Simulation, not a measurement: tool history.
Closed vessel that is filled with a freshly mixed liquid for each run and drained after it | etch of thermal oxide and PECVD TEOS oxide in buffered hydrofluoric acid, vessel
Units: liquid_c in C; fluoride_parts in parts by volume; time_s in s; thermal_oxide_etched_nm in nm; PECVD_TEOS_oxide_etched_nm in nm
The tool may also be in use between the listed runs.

run	hour	liquid_c	fluoride_parts	time_s	thermal_oxide_etched_nm	PECVD_TEOS_oxide_etched_nm
1	0.0	21.0	11.5	60	57.831	90.100
2	8.7	20.0	12.5	60	50.007	79.020
3	9.6	19.5	13.5	60	46.273	72.118
4	17.0	19.0	14.0	60	42.880	66.909
5	19.2	18.5	14.5	60	40.644	63.511
6	28.0	18.0	15.0	60	38.056	59.710

The next listed run, before its measurement:
# hour 36.9: thermometer replaced
7	36.9	17.5	15.5	60	?	?

thermal_oxide_etched_nm: 31.177 nm
PECVD_TEOS_oxide_etched_nm: 49.539 nm
